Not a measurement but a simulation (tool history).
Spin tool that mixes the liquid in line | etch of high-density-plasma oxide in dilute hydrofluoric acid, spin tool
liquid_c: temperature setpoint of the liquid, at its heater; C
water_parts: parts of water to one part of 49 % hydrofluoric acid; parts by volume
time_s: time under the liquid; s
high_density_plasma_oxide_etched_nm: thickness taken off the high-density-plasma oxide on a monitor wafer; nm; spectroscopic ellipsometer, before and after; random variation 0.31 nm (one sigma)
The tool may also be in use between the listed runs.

run	hour	liquid_c	water_parts	time_s	high_density_plasma_oxide_etched_nm
1	0	21	55	95	11.023
2	1.9	22.5	50	95	13.369
3	3	23.5	45	95	15.449
4	9.8	23.5	45	75	12.052
5	17.5	24.5	40	80	14.987
6	23.6	25.5	35	85	19.587
7	32.4	29	20	85	40.772

Run 8 comes next. What will it give?
8	33.6	26.5	20	85	?

high_density_plasma_oxide_etched_nm: 36.118 nm
